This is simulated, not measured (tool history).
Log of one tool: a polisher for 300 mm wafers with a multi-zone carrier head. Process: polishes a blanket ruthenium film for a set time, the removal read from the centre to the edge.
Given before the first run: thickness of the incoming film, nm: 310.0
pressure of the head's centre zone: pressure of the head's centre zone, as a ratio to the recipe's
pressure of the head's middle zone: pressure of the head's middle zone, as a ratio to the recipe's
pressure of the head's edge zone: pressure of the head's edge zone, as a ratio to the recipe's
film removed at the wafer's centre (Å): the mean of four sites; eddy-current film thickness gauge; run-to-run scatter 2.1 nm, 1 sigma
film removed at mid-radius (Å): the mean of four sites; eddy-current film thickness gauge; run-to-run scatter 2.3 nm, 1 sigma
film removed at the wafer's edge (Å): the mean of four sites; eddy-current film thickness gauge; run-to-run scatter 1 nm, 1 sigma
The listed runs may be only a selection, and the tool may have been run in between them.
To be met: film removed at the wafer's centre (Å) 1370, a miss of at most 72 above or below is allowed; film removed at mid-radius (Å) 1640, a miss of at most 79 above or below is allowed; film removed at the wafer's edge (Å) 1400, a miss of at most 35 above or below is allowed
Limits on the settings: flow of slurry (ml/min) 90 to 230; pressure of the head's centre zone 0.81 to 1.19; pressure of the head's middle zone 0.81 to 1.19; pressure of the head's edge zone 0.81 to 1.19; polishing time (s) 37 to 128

run  hour  flow of slurry (ml/min)  pressure of the head's centre zone  pressure of the head's middle zone  pressure of the head's edge zone  polishing time (s)  film removed at the wafer's centre (Å)  film removed at mid-radius (Å)  film removed at the wafer's edge (Å)
  1     0                      150                                   1                                   1                                 1                  82                                  955.04                           996.6                                996.46
  2   7.5                      165                                1.01                                1.06                              1.02                  89                                  1066.5                          1140.8                                1117.7
  3  15.3                      165                                1.01                                1.06                              0.95                  89                                    1081                          1143.8                                1062.2
  4  20.4                      165                                1.09                                1.06                              0.95                  89                                  1141.3                          1171.2                                1080.3
  5  21.1                      165                                1.09                                1.06                              0.95                  79                                  1019.1                          999.84                                943.04
  6  26.4                      165                                1.07                                 1.1                              0.96                  89                                  1129.6                          1176.7                                1080.1
  7  32.2                      175                                1.04                                1.13                              0.96                  96                                  1217.8                          1291.9                                1151.6
  8  36.9                      170                                1.01                                1.15                              0.96                 103                                  1268.7                          1391.5                                1247.1
  9  43.2                      185                                0.97                                1.16                              0.96                 106                                  1257.6                          1465.7                                1273.2
 10  45.1                      195                                0.97                                1.17                              0.97                 108                                  1322.7                          1535.6                                1329.4
 11  47.2                      205                                0.96                                1.18                              0.98                 109                                  1317.5                          1554.8                                1374.3
 12  48.8                      205                                0.96                                1.18                              0.97                 110                                  1334.9                          1555.1                                1341.1

Below are 5 possible settings for the next run. Only one of them brings all results inside the allowed miss of their targets. Which is it?
  A  50.4                      190                                0.95                                1.17                              0.94                 115                                       ?                               ?                                     ?
  B  50.4                      195                                0.88                                1.19                              0.83                 114                                       ?                               ?                                     ?
  C  50.4                      205                                1.06                                1.09                              1.11                 109                                       ?                               ?                                     ?
  D  50.4                      210                                0.98                                1.04                              1.11                 113                                       ?                               ?                                     ?
  E  50.4                      170                                0.98                                1.04                               1.1                 108                                       ?                               ?                                     ?

move  film removed at the wafer's centre (Å)  film removed at mid-radius (Å)  film removed at the wafer's edge (Å)
   A                                  1380.4                          1672.3                                1378.9
   B                                  1289.5                          1688.7                                1294.5
   C                                  1449.5                          1504.8                                1429.1
   D                                  1410.7                          1503.8                                1485.8
   E                                  1307.1                          1398.1                                1385.1
A: in spec on every target
B: the biggest miss grows against the last run
C: brings the last run's worst result on target, with another outside its allowed miss
D: moves the result that the last run missed by most past its target, out the other side
E: brings the last run's worst result on target, with another outside its allowed miss
The right move is A.
